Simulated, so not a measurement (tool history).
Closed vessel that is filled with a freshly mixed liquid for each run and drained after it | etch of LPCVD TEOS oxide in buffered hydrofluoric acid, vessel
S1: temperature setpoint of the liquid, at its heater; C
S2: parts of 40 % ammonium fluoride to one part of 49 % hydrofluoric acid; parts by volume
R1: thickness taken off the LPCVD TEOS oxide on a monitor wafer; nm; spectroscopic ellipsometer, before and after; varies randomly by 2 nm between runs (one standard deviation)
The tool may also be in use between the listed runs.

Run 1, hour 0: S1 21 C, S2 23 parts by volume, time in the liquid (s) 100. Result: R1 173.95 nm.
Run 2, hour 1.5: S1 21 C, S2 19 parts by volume, time in the liquid (s) 100. Result: R1 199.65 nm.
Run 3, hour 10.3: S1 23 C, S2 18 parts by volume, time in the liquid (s) 100. Result: R1 236.13 nm.
Run 4, hour 12.6: S1 23 C, S2 21 parts by volume, time in the liquid (s) 100. Result: R1 206.29 nm.
Run 5, hour 14: S1 23 C, S2 17.5 parts by volume, time in the liquid (s) 100. Result: R1 240.11 nm.
Run 6, hour 18: S1 23 C, S2 14.5 parts by volume, time in the liquid (s) 100. Result: R1 291.67 nm.

Forecast run 7:
Run 7, hour 23.5: S1 24 C, S2 14.5 parts by volume, time in the liquid (s) 100. Result: R1 ?.

R1: 307.57 nm
